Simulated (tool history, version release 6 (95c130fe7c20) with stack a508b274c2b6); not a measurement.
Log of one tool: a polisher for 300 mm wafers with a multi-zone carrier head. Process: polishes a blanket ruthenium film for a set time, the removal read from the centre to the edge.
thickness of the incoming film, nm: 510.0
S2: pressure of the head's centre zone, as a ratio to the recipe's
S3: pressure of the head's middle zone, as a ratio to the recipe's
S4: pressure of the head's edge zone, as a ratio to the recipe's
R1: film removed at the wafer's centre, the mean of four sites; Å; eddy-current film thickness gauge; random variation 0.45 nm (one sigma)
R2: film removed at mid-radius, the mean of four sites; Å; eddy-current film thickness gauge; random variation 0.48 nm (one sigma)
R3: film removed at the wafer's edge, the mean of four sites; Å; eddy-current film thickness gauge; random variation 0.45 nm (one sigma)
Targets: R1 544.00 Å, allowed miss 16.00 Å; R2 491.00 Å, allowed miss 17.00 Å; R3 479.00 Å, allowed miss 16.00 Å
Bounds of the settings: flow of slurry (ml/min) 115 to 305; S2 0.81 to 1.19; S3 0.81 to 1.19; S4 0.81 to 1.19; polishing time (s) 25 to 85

Run 1, day 0.000: flow of slurry (ml/min) 195, S2 1.00, S3 1.00, S4 1.00, polishing time (s) 55. Result: R1 810.82 Å, R2 800.95 Å, R3 818.46 Å.
Run 2, day 0.229: flow of slurry (ml/min) 195, S2 1.01, S3 0.99, S4 0.96, polishing time (s) 48. Result: R1 707.52 Å, R2 693.71 Å, R3 698.28 Å.
Run 3, day 0.538: flow of slurry (ml/min) 195, S2 1.01, S3 0.99, S4 0.96, polishing time (s) 43. Result: R1 643.00 Å, R2 621.18 Å, R3 619.67 Å.
Run 4, day 0.617: flow of slurry (ml/min) 220, S2 1.01, S3 0.99, S4 0.96, polishing time (s) 43. Result: R1 646.28 Å, R2 638.98 Å, R3 626.41 Å.
Run 5, day 0.867: flow of slurry (ml/min) 220, S2 1.01, S3 0.91, S4 0.96, polishing time (s) 43. Result: R1 656.82 Å, R2 597.34 Å, R3 616.41 Å.
Run 6, day 1.054: flow of slurry (ml/min) 220, S2 1.01, S3 0.98, S4 0.96, polishing time (s) 43. Result: R1 647.69 Å, R2 628.20 Å, R3 628.48 Å.
Run 7, day 1.304: flow of slurry (ml/min) 185, S2 1.00, S3 0.88, S4 0.86, polishing time (s) 33. Result: R1 485.00 Å, R2 432.54 Å, R3 446.95 Å.
Run 8, day 1.383: flow of slurry (ml/min) 185, S2 1.00, S3 0.88, S4 0.86, polishing time (s) 33. Result: R1 481.85 Å, R2 417.62 Å, R3 455.94 Å.
Run 9, day 1.562: flow of slurry (ml/min) 210, S2 1.01, S3 0.89, S4 0.86, polishing time (s) 33. Result: R1 497.02 Å, R2 434.65 Å, R3 453.35 Å.
Run 10, day 1.742: flow of slurry (ml/min) 220, S2 1.02, S3 0.91, S4 0.87, polishing time (s) 33. Result: R1 501.44 Å, R2 445.69 Å, R3 470.13 Å.
Run 11, day 2.050: flow of slurry (ml/min) 210, S2 1.06, S3 0.97, S4 0.85, polishing time (s) 33. Result: R1 524.49 Å, R2 474.81 Å, R3 454.11 Å.

Which of these 5 next moves meets every target?
Run A, day 2.358: flow of slurry (ml/min) 170, S2 1.00, S3 1.02, S4 0.82, polishing time (s) 36. Result: R1 ?, R2 ?, R3 ?.
Run B, day 2.358: flow of slurry (ml/min) 170, S2 1.08, S3 0.97, S4 0.86, polishing time (s) 35. Result: R1 ?, R2 ?, R3 ?.
Run C, day 2.358: flow of slurry (ml/min) 220, S2 1.07, S3 1.04, S4 0.81, polishing time (s) 33. Result: R1 ?, R2 ?, R3 ?.
Run D, day 2.358: flow of slurry (ml/min) 170, S2 1.15, S3 0.94, S4 0.86, polishing time (s) 32. Result: R1 ?, R2 ?, R3 ?.
Run E, day 2.358: flow of slurry (ml/min) 155, S2 1.10, S3 0.87, S4 0.84, polishing time (s) 37. Result: R1 ?, R2 ?, R3 ?.

move      R1      R2      R3
   A  519.45  522.26  470.86
   B  538.59  487.54  467.85
   C  525.30  504.43  441.05
   D  519.31  434.65  427.91
   E  567.98  465.85  484.59
A: brings the result that was furthest off to its target, and leaves another outside
B: meets every target
C: further off than the last run
D: further off than the last run
E: brings the result that was furthest off to its target, and leaves another outside
Move B is the one to make.

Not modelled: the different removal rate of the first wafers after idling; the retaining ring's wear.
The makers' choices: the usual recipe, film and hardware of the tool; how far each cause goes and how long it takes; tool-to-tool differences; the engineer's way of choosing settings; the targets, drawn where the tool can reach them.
